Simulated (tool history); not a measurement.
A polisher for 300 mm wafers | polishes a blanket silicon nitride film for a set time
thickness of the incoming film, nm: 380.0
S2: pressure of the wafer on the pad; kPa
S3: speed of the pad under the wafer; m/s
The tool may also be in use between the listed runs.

Run 1, hour 0.0: flow of slurry (ml/min) 135, S2 33.8 kPa, S3 1.38 m/s, polishing time (s) 60. Result: film removed (angstrom) 1972.2.
Run 2, hour 2.1: flow of slurry (ml/min) 135, S2 33.8 kPa, S3 1.64 m/s, polishing time (s) 60. Result: film removed (angstrom) 2276.2.
Run 3, hour 5.0: flow of slurry (ml/min) 110, S2 33.8 kPa, S3 1.64 m/s, polishing time (s) 60. Result: film removed (angstrom) 2193.4.
Run 4, hour 7.8: flow of slurry (ml/min) 105, S2 31.7 kPa, S3 1.64 m/s, polishing time (s) 60. Result: film removed (angstrom) 2057.9.
Run 5, hour 12.5: flow of slurry (ml/min) 105, S2 35.2 kPa, S3 1.64 m/s, polishing time (s) 60. Result: film removed (angstrom) 2211.6.
Run 6, hour 20.9: flow of slurry (ml/min) 105, S2 43.4 kPa, S3 1.64 m/s, polishing time (s) 60. Result: film removed (angstrom) 2618.5.
Run 7, hour 22.4: flow of slurry (ml/min) 100, S2 38.6 kPa, S3 1.62 m/s, polishing time (s) 60. Result: film removed (angstrom) 2299.7.
Run 8, hour 25.8: flow of slurry (ml/min) 95, S2 29.0 kPa, S3 1.58 m/s, polishing time (s) 60. Result: film removed (angstrom) 1812.9.

Forecast run 9:
Run 9, hour 30.7: flow of slurry (ml/min) 90, S2 29.0 kPa, S3 1.58 m/s, polishing time (s) 60. Result: film removed (angstrom) ?.

film removed (angstrom): 1803.9

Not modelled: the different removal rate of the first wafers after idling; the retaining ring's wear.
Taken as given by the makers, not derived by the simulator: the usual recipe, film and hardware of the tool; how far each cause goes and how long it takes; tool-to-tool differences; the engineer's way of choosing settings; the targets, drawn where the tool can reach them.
